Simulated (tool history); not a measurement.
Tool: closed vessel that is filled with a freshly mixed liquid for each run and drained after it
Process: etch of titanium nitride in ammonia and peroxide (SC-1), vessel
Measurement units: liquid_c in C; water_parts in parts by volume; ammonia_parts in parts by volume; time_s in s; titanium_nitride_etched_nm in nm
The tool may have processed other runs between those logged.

run 1 hour=0.0 | liquid_c=63.0 water_parts=7.0 ammonia_parts=0.6 time_s=100 | titanium_nitride_etched_nm=24.551
run 2 hour=4.2 | liquid_c=63.0 water_parts=7.0 ammonia_parts=0.5 time_s=100 | titanium_nitride_etched_nm=24.028
run 3 hour=6.5 | liquid_c=63.0 water_parts=6.0 ammonia_parts=0.5 time_s=100 | titanium_nitride_etched_nm=26.153
run 4 hour=14.9 | liquid_c=63.0 water_parts=6.0 ammonia_parts=0.5 time_s=110 | titanium_nitride_etched_nm=28.395
run 5 hour=18.1 | liquid_c=60.5 water_parts=6.0 ammonia_parts=0.5 time_s=110 | titanium_nitride_etched_nm=24.293
run 6 hour=24.0 | liquid_c=58.5 water_parts=6.0 ammonia_parts=0.5 time_s=110 | titanium_nitride_etched_nm=21.432
run 7 hour=24.8 | liquid_c=57.0 water_parts=6.0 ammonia_parts=0.5 time_s=110 | titanium_nitride_etched_nm=19.432
run 8 hour=30.4 | liquid_c=55.5 water_parts=6.0 ammonia_parts=0.5 time_s=110 | titanium_nitride_etched_nm=17.552
run 9 hour=32.4 | liquid_c=54.5 water_parts=6.0 ammonia_parts=0.5 time_s=110 | titanium_nitride_etched_nm=16.369
run 10 hour=36.3 | liquid_c=53.5 water_parts=6.0 ammonia_parts=0.5 time_s=110 | titanium_nitride_etched_nm=15.308

For run 11, what comes out?
run 11 hour=43.7 | liquid_c=49.5 water_parts=6.0 ammonia_parts=0.5 time_s=110 | titanium_nitride_etched_nm=?

{"run 11": {"titanium_nitride_etched_nm": 11.505}}
